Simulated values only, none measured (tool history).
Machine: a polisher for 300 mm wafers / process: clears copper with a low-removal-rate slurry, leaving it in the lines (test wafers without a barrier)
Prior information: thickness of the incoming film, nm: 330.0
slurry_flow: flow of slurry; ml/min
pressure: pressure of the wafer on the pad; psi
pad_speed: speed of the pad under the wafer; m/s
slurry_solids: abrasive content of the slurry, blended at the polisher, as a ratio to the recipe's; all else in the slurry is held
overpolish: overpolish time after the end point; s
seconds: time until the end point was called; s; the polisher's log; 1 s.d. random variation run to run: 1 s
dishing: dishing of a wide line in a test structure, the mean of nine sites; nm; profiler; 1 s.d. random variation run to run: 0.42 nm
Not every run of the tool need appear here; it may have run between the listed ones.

{"run": 1, "hour": 0.0, "slurry_flow": 200, "pressure": 2.5, "pad_speed": 1.4, "slurry_solids": 1.0, "overpolish": 16, "seconds": 92.008, "dishing": 34.343}
{"run": 2, "hour": 2.3, "slurry_flow": 200, "pressure": 2.5, "pad_speed": 1.26, "slurry_solids": 1.0, "overpolish": 16, "seconds": 101.39, "dishing": 30.518}
{"run": 3, "hour": 7.4, "slurry_flow": 240, "pressure": 2.5, "pad_speed": 1.26, "slurry_solids": 1.0, "overpolish": 16, "seconds": 97.815, "dishing": 31.265}
{"run": 4, "hour": 10.4, "slurry_flow": 240, "pressure": 1.9, "pad_speed": 1.26, "slurry_solids": 1.0, "overpolish": 16, "seconds": 128.95, "dishing": 23.38}
{"run": 5, "hour": 15.1, "slurry_flow": 245, "pressure": 2.0, "pad_speed": 1.26, "slurry_solids": 1.0, "overpolish": 15, "seconds": 123.7, "dishing": 25.382}
{"run": 6, "hour": 15.8, "slurry_flow": 240, "pressure": 2.1, "pad_speed": 1.26, "slurry_solids": 1.0, "overpolish": 13, "seconds": 114.99, "dishing": 22.5}
{"run": 7, "hour": 20.4, "slurry_flow": 245, "pressure": 2.1, "pad_speed": 1.26, "slurry_solids": 1.0, "overpolish": 12, "seconds": 118.55, "dishing": 20.663}
{"run": 8, "hour": 21.1, "slurry_flow": 245, "pressure": 2.2, "pad_speed": 1.26, "slurry_solids": 1.0, "overpolish": 12, "seconds": 110.84, "dishing": 21.56}

For run 9, what comes out?
{"run": 9, "hour": 25.3, "slurry_flow": 255, "pressure": 2.3, "pad_speed": 1.26, "slurry_solids": 1.0, "overpolish": 11, "seconds": "?", "dishing": "?"}

seconds: 105.040 s
dishing: 20.787 nm
